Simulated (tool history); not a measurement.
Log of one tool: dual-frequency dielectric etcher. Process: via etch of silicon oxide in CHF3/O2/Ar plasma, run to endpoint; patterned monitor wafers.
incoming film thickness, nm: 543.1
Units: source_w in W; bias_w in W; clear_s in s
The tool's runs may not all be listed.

run	hour	source_w	bias_w	clear_s
1	0	810	207	232.39
2	1	860	207	223.52
3	4.9	890	209	221.3
4	6.1	920	211	217.32
5	13	920	183	229.68
6	15.4	850	183	238.96
7	24.2	890	187	232.37
8	33	930	191	223.79
9	37.5	960	193	221.61
10	45.5	990	196	215.95

Forecast run 11:
11	50.3	1010	197	?

clear_s: 212.1 s

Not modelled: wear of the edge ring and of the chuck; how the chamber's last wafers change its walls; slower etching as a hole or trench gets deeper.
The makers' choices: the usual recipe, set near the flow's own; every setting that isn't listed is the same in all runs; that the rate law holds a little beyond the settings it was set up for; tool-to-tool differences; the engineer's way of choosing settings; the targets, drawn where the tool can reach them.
